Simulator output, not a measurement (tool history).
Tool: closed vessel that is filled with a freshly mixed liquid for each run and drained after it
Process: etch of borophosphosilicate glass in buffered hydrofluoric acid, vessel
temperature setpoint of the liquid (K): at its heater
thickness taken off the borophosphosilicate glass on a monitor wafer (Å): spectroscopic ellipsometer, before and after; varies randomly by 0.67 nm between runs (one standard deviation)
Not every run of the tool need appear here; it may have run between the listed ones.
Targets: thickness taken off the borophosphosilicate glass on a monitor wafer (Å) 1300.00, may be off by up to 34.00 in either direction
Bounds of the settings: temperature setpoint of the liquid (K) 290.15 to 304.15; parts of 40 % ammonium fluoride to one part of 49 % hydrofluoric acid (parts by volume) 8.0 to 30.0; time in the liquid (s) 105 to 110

run  hour  temperature setpoint of the liquid (K)  parts of 40 % ammonium fluoride to one part of 49 % hydrofluoric acid (parts by volume)  time in the liquid (s)  thickness taken off the borophosphosilicate glass on a monitor wafer (Å)
  1   0.0                                  296.15                                                                                     22.5                     105                                                                    802.03
  2   3.2                                  293.15                                                                                     22.5                     105                                                                    676.65
  3  11.2                                  295.65                                                                                     22.5                     105                                                                    779.41
  4  16.2                                  295.65                                                                                     25.0                     105                                                                    724.45
  5  20.6                                  297.65                                                                                     25.0                     105                                                                    807.43
  6  29.1                                  296.15                                                                                     25.0                     105                                                                    749.78
  7  36.9                                  297.15                                                                                     24.5                     105                                                                    803.36
  8  41.0                                  298.15                                                                                     24.0                     105                                                                    854.12
  9  43.2                                  298.65                                                                                     23.5                     105                                                                    888.95
 10  46.0                                  298.65                                                                                     23.5                     105                                                                    885.70
 11  51.1                                  299.15                                                                                     23.0                     105                                                                    930.34
 12  55.4                                  303.15                                                                                     21.0                     105                                                                   1229.40
 13  58.0                                  303.15                                                                                     21.0                     105                                                                   1215.90

4 candidate next runs follow, results not yet known. Just one meets every target within its allowed miss. Identify it.
  A  60.6                                  304.15                                                                                     22.5                     110                                                                         ?
  B  60.6                                  302.65                                                                                     20.5                     105                                                                         ?
  C  60.6                                  303.15                                                                                     18.0                     105                                                                         ?
  D  60.6                                  302.15                                                                                     17.5                     105                                                                         ?

move  thickness taken off the borophosphosilicate glass on a monitor wafer (Å)
   A                                                                   1281.60
   B                                                                   1205.50
   C                                                                   1396.40
   D                                                                   1362.40
A: all results land within tolerance of their targets
B: moves away from the targets compared with the last run
C: moves the result that the last run missed by most past its target, out the other side
D: moves the result that the last run missed by most past its target, out the other side
Correct choice: A, which meets every target

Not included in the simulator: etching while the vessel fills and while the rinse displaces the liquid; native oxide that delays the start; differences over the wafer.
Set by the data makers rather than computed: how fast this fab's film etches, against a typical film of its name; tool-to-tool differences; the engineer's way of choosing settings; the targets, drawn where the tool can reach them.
